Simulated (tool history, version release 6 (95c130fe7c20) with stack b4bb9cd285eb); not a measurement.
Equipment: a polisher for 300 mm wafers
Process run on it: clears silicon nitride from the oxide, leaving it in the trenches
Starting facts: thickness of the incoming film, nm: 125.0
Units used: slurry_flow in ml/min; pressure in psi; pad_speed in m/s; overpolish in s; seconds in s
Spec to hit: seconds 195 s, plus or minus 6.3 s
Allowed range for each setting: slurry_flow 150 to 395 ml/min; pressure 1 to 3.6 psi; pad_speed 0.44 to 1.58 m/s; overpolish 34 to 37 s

Run 1, day 0: slurry_flow 250 ml/min, pressure 2.3 psi, pad_speed 1 m/s, overpolish 34 s. Result: seconds 168.15 s.
Run 2, day 0.35: slurry_flow 250 ml/min, pressure 2.2 psi, pad_speed 1 m/s, overpolish 34 s. Result: seconds 176.58 s.
Run 3, day 0.671: slurry_flow 250 ml/min, pressure 2.2 psi, pad_speed 0.74 m/s, overpolish 34 s. Result: seconds 233.26 s.
Run 4, day 0.779: slurry_flow 250 ml/min, pressure 2.2 psi, pad_speed 0.74 m/s, overpolish 34 s. Result: seconds 235.34 s.
Run 5, day 1.012: slurry_flow 250 ml/min, pressure 2.2 psi, pad_speed 0.84 m/s, overpolish 34 s. Result: seconds 208.03 s.
Run 6, day 1.079: slurry_flow 250 ml/min, pressure 2.2 psi, pad_speed 0.62 m/s, overpolish 34 s. Result: seconds 274.23 s.
Run 7, day 1.292: slurry_flow 250 ml/min, pressure 2.2 psi, pad_speed 0.62 m/s, overpolish 34 s. Result: seconds 275.94 s.
Run 8, day 1.6: slurry_flow 250 ml/min, pressure 2.4 psi, pad_speed 0.62 m/s, overpolish 34 s. Result: seconds 254.4 s.
Run 9, day 1.65: slurry_flow 250 ml/min, pressure 2.6 psi, pad_speed 0.62 m/s, overpolish 34 s. Result: seconds 241.24 s.

Exercise: of the 4 proposed moves below, exactly one satisfies all targets within the stated allowed misses. Which move is it?
Run A, day 1.7: slurry_flow 255 ml/min, pressure 2.6 psi, pad_speed 0.5 m/s, overpolish 34 s. Result: seconds ?.
Run B, day 1.7: slurry_flow 285 ml/min, pressure 2.9 psi, pad_speed 0.7 m/s, overpolish 34 s. Result: seconds ?.
Run C, day 1.7: slurry_flow 265 ml/min, pressure 2.8 psi, pad_speed 0.66 m/s, overpolish 36 s. Result: seconds ?.
Run D, day 1.7: slurry_flow 240 ml/min, pressure 2.7 psi, pad_speed 0.8 m/s, overpolish 34 s. Result: seconds ?.

move  seconds
   A   292.52
   B   192.22
   C   210.64
   D   182.03
A: lands further from the targets than the last run did
B: all results land within tolerance of their targets
C: closes in on the targets versus the last run, not all within tolerance yet
D: moves the result that the last run missed by most past its target, out the other side
The move that meets every target is B.
